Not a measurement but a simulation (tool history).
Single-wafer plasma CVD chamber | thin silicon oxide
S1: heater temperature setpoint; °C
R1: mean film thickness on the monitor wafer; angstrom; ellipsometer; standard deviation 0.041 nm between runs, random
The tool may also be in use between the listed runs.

run 1 day=0.000 | S1=415 chamber_pressure_(Pa)=84.1 RF_power_(W)=325 deposition_time_(s)=6.59 | R1=94.195
run 2 day=0.354 | S1=415 chamber_pressure_(Pa)=81.1 RF_power_(W)=325 deposition_time_(s)=6.59 | R1=91.138
run 3 day=0.517 | S1=415 chamber_pressure_(Pa)=78.7 RF_power_(W)=325 deposition_time_(s)=6.59 | R1=89.052
run 4 day=0.746 | S1=415 chamber_pressure_(Pa)=84.4 RF_power_(W)=325 deposition_time_(s)=6.59 | R1=95.069
run 5 day=0.817 | S1=415 chamber_pressure_(Pa)=80.9 RF_power_(W)=325 deposition_time_(s)=6.59 | R1=90.531
run 6 day=1.112 | S1=415 chamber_pressure_(Pa)=66.4 RF_power_(W)=325 deposition_time_(s)=6.59 | R1=74.520

Run 7 is up next; what results do you expect?
run 7 day=1.421 | S1=415 chamber_pressure_(Pa)=68.8 RF_power_(W)=325 deposition_time_(s)=6.59 | R1=?

Run 7 measured R1 77.615 angstrom.

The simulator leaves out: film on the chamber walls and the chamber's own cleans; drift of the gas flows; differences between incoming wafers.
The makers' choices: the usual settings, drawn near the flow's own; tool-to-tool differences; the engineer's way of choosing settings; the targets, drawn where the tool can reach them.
